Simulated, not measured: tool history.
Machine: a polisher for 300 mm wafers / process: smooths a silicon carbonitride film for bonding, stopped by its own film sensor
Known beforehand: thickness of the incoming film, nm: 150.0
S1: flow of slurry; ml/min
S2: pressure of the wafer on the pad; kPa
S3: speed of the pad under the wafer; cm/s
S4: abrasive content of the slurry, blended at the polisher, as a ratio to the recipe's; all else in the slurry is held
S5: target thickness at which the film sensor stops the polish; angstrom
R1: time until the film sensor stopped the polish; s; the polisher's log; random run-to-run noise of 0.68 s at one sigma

{"run": 1, "hour": 0.0, "S1": 295, "S2": 13.1, "S3": 112, "S4": 1, "S5": 1210, "R1": 134.24}
{"run": 2, "hour": 2.2, "S1": 295, "S2": 13.1, "S3": 112, "S4": 1, "S5": 1200, "R1": 139.14}
{"run": 3, "hour": 5.3, "S1": 295, "S2": 16.5, "S3": 112, "S4": 1, "S5": 1200, "R1": 114.32}
{"run": 4, "hour": 10.1, "S1": 325, "S2": 16.5, "S3": 112, "S4": 1, "S5": 1200, "R1": 111.04}
{"run": 5, "hour": 14.4, "S1": 335, "S2": 17.2, "S3": 112, "S4": 1, "S5": 1200, "R1": 108.81}
{"run": 6, "hour": 17.0, "S1": 335, "S2": 17.9, "S3": 114, "S4": 1, "S5": 1200, "R1": 104.38}
{"run": 7, "hour": 17.7, "S1": 335, "S2": 18.6, "S3": 116, "S4": 1, "S5": 1200, "R1": 97.928}
{"run": 8, "hour": 26.2, "S1": 335, "S2": 18.6, "S3": 116, "S4": 1, "S5": 1200, "R1": 98.767}

Run 9, settings as shown, results not yet in. Your forecast:
{"run": 9, "hour": 34.3, "S1": 335, "S2": 18.6, "S3": 118, "S4": 1, "S5": 1200, "R1": "?"}

Logged for run 9: R1 97.029 s.
